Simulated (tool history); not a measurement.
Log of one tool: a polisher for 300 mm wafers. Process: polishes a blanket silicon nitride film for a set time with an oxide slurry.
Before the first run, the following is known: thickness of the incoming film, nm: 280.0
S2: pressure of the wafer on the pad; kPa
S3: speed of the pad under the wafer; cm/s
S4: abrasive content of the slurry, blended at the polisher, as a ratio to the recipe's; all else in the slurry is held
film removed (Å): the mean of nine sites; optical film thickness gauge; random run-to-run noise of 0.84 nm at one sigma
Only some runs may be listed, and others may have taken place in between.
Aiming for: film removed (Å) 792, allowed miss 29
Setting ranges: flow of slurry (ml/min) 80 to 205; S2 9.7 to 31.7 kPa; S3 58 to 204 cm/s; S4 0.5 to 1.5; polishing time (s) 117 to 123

{"run": 1, "hour": 0.0, "flow of slurry (ml/min)": 135, "S2": 20.7, "S3": 130, "S4": 1, "polishing time (s)": 117, "film removed (Å)": 439.49}
{"run": 2, "hour": 1.2, "flow of slurry (ml/min)": 135, "S2": 20.7, "S3": 130, "S4": 0.9, "polishing time (s)": 117, "film removed (Å)": 410.1}
{"run": 3, "hour": 9.0, "flow of slurry (ml/min)": 135, "S2": 20.7, "S3": 110, "S4": 0.9, "polishing time (s)": 117, "film removed (Å)": 371.44}
{"run": 4, "hour": 15.5, "flow of slurry (ml/min)": 140, "S2": 22.8, "S3": 116, "S4": 0.9, "polishing time (s)": 117, "film removed (Å)": 415.34}
{"run": 5, "hour": 23.0, "flow of slurry (ml/min)": 140, "S2": 24.8, "S3": 126, "S4": 0.9, "polishing time (s)": 117, "film removed (Å)": 468.67}
{"run": 6, "hour": 31.8, "flow of slurry (ml/min)": 140, "S2": 28.3, "S3": 126, "S4": 0.9, "polishing time (s)": 117, "film removed (Å)": 508.3}
{"run": 7, "hour": 36.7, "flow of slurry (ml/min)": 140, "S2": 28.3, "S3": 126, "S4": 0.9, "polishing time (s)": 117, "film removed (Å)": 513.82}
{"run": 8, "hour": 37.5, "flow of slurry (ml/min)": 160, "S2": 31.7, "S3": 162, "S4": 0.95, "polishing time (s)": 117, "film removed (Å)": 708.2}
{"run": 9, "hour": 43.0, "flow of slurry (ml/min)": 160, "S2": 31.7, "S3": 166, "S4": 0.95, "polishing time (s)": 117, "film removed (Å)": 714.07}
{"run": 10, "hour": 43.6, "flow of slurry (ml/min)": 160, "S2": 31.7, "S3": 170, "S4": 0.95, "polishing time (s)": 117, "film removed (Å)": 740.95}
{"run": 11, "hour": 45.8, "flow of slurry (ml/min)": 160, "S2": 31.7, "S3": 172, "S4": 0.95, "polishing time (s)": 117, "film removed (Å)": 728.26}
{"run": 12, "hour": 49.2, "flow of slurry (ml/min)": 160, "S2": 31.7, "S3": 176, "S4": 0.95, "polishing time (s)": 117, "film removed (Å)": 755.99}

Exactly one of the 4 candidate moves below puts every result within its allowed miss. Which one?
{"run": "A", "hour": 52.6, "flow of slurry (ml/min)": 180, "S2": 31.7, "S3": 164, "S4": 1, "polishing time (s)": 117, "film removed (Å)": "?"}
{"run": "B", "hour": 52.6, "flow of slurry (ml/min)": 190, "S2": 31.7, "S3": 174, "S4": 0.75, "polishing time (s)": 123, "film removed (Å)": "?"}
{"run": "C", "hour": 52.6, "flow of slurry (ml/min)": 100, "S2": 28.3, "S3": 204, "S4": 1.05, "polishing time (s)": 122, "film removed (Å)": "?"}
{"run": "D", "hour": 52.6, "flow of slurry (ml/min)": 190, "S2": 31, "S3": 170, "S4": 0.95, "polishing time (s)": 117, "film removed (Å)": "?"}

move=A film_removed_(Å)=729.37
move=B film_removed_(Å)=702.23
move=C film_removed_(Å)=773.41
move=D film_removed_(Å)=721.65
A: its largest miss is bigger than the last run's
B: its largest miss is bigger than the last run's
C: meets every target
D: its largest miss is bigger than the last run's
So the answer is move C, the one that meets all the targets.
